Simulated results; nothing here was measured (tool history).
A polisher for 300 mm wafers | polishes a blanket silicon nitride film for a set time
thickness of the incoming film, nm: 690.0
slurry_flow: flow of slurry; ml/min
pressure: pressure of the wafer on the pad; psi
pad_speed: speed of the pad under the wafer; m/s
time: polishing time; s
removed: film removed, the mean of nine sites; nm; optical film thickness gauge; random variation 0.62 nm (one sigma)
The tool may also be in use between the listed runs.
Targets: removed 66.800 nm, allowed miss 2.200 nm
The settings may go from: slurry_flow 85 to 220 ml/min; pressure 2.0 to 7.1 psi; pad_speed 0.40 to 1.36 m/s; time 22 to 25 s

run  hour  slurry_flow  pressure  pad_speed  time  removed
  1   0.0          140       4.5       0.88    25   47.589
  2   1.3          145       4.7       0.88    25   48.303
  3   9.1          145       3.8       0.88    25   41.228
  4  13.0          145       3.8       1.00    25   44.520
  5  21.9          145       3.8       1.16    25   50.594
  6  24.4          145       3.8       1.16    25   51.500
  7  28.9          145       4.0       1.16    25   53.637
  8  33.3          145       4.1       1.16    25   54.881
  9  37.3          145       4.2       1.16    25   56.129
 10  46.1          145       4.2       1.16    25   56.385
 11  48.8          150       4.3       1.16    25   56.150
 12  55.6          150       4.4       1.16    25   59.038
 13  59.8          155       4.5       1.16    25   59.821
 14  66.9          155       4.6       1.16    25   60.435
 15  68.5          155       4.7       1.16    25   61.552
 16  75.7          155       4.8       1.16    25   62.545

Which of these 5 next moves meets every target?
  A  82.9          140       4.2       1.34    25        ?
  B  82.9          115       4.8       1.28    24        ?
  C  82.9          150       4.9       1.22    25        ?
  D  82.9          140       5.7       1.06    22        ?
  E  82.9          125       5.3       1.26    25        ?

move  removed
   A   62.066
   B   61.724
   C   66.326
   D   58.711
   E   70.270
A: further off than the last run
B: further off than the last run
C: meets every target
D: further off than the last run
E: takes the result that was furthest off past its target
The right move is C.

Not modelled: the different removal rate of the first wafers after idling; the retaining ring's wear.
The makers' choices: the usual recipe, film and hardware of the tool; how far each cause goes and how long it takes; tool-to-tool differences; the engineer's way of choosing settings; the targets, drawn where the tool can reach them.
